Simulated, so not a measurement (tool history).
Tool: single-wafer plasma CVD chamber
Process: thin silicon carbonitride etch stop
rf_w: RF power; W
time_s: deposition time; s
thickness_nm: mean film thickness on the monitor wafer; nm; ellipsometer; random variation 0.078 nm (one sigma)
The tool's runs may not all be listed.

| run | hour | rf_w | time_s | thickness_nm |
|---|---|---|---|---|
| 1 | 0.0 | 185 | 27.7 | 15.943 |
| 2 | 2.0 | 185 | 29.5 | 16.924 |
| 3 | 5.6 | 160 | 29.5 | 16.330 |
| 4 | 12.8 | 180 | 29.5 | 16.745 |
| 5 | 14.9 | 180 | 32.7 | 18.569 |
| 6 | 15.5 | 170 | 32.7 | 18.414 |
| 7 | 24.5 | 180 | 32.8 | 18.794 |

The next listed run, before its measurement:
| 8 | 27.0 | 185 | 32.9 | ? |

{"run 8": {"thickness_nm": 18.839}}
